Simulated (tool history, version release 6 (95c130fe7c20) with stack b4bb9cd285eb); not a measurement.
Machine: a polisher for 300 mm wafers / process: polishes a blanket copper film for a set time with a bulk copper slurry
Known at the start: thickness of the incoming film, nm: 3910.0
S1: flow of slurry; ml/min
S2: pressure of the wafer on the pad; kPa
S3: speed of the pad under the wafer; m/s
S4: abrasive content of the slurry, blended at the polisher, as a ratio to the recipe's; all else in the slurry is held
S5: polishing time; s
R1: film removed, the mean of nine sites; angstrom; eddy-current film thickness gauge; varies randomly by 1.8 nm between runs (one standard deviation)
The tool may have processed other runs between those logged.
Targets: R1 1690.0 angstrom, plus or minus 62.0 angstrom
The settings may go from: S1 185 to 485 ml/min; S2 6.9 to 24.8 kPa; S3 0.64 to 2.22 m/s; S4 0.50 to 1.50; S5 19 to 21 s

run	hour	S1	S2	S3	S4	S5	R1
1	0.0	310	15.9	1.42	1.00	21	2486.7
2	1.0	310	18.6	1.42	1.00	21	2747.2
3	9.3	310	17.2	1.40	1.00	21	2565.5
4	14.7	310	20.7	1.40	1.00	21	3043.3
5	19.8	310	20.7	1.56	1.00	21	3255.2
6	21.2	310	22.8	1.56	1.00	21	3524.7
7	23.7	310	20.7	1.52	1.00	21	3151.0
8	32.6	310	18.6	1.50	1.00	21	2857.0
# hour 34.9: worn pad replaced by a new one
9	34.9	310	17.2	1.48	1.00	21	2864.3
10	38.1	310	15.9	1.44	1.00	21	2591.4
11	40.6	310	15.9	1.44	1.00	21	2656.9
12	42.6	310	11.7	1.40	1.00	21	2031.4
13	50.6	310	11.0	1.40	1.00	21	1916.8

Which one of the following 4 next-run settings gets every result inside its allowed miss? There is exactly one.
A	58.6	285	10.3	1.10	0.95	21	?
B	58.6	310	11.0	1.56	1.10	21	?
C	58.6	320	10.3	1.44	0.90	19	?
D	58.6	280	11.0	1.18	1.05	19	?

move	R1
A	1587.8
B	2111.0
C	1680.6
D	1592.1
A: pushes the last run's worst result past its target
B: moves away from the targets compared with the last run
C: meets every target
D: pushes the last run's worst result past its target
The move that meets every target is C.

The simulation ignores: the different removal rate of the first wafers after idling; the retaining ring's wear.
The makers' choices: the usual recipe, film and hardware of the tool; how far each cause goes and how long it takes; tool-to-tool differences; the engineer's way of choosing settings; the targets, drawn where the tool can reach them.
